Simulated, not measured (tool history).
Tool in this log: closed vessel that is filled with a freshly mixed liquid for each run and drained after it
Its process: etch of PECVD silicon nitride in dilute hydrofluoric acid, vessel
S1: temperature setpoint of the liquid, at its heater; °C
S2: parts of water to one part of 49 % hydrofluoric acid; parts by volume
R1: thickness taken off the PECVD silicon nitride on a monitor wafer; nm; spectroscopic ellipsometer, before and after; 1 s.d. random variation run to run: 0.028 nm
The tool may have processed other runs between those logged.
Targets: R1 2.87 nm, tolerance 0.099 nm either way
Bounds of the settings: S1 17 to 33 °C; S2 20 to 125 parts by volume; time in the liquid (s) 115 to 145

Run 1, hour 0: S1 25 °C, S2 70 parts by volume, time in the liquid (s) 145. Result: R1 4.8887 nm.
Run 2, hour 3.3: S1 23.5 °C, S2 70 parts by volume, time in the liquid (s) 145. Result: R1 4.469 nm.
Run 3, hour 5.7: S1 26.5 °C, S2 70 parts by volume, time in the liquid (s) 145. Result: R1 5.409 nm.
Run 4, hour 6.8: S1 24.5 °C, S2 70 parts by volume, time in the liquid (s) 145. Result: R1 4.7378 nm.
Run 5, hour 8.9: S1 24.5 °C, S2 95 parts by volume, time in the liquid (s) 145. Result: R1 3.473 nm.
Run 6, hour 10.8: S1 24 °C, S2 95 parts by volume, time in the liquid (s) 145. Result: R1 3.3577 nm.
Run 7, hour 14.3: S1 23.5 °C, S2 95 parts by volume, time in the liquid (s) 145. Result: R1 3.2777 nm.
Run 8, hour 16.8: S1 23 °C, S2 95 parts by volume, time in the liquid (s) 145. Result: R1 3.1945 nm.
Run 9, hour 17.4: S1 22.5 °C, S2 95 parts by volume, time in the liquid (s) 145. Result: R1 3.0714 nm.
Run 10, hour 20.6: S1 22 °C, S2 95 parts by volume, time in the liquid (s) 145. Result: R1 2.9181 nm.

Which one of the following 5 next-run settings gets every result inside its allowed miss? There is exactly one.
Run A, hour 23.8: S1 21.5 °C, S2 90 parts by volume, time in the liquid (s) 145. Result: R1 ?.
Run B, hour 23.8: S1 22 °C, S2 85 parts by volume, time in the liquid (s) 135. Result: R1 ?.
Run C, hour 23.8: S1 22 °C, S2 90 parts by volume, time in the liquid (s) 125. Result: R1 ?.
Run D, hour 23.8: S1 22 °C, S2 95 parts by volume, time in the liquid (s) 140. Result: R1 ?.
Run E, hour 23.8: S1 21.5 °C, S2 95 parts by volume, time in the liquid (s) 130. Result: R1 ?.

move      R1
   A   3.053
   B  3.1094
   C  2.7221
   D  2.8912
   E  2.5959
A: lands further from the targets than the last run did
B: lands further from the targets than the last run did
C: the result that was furthest off in the last run now lies on the other side of its target
D: hits every target within its allowed miss
E: the result that was furthest off in the last run now lies on the other side of its target
The move that meets every target is D.
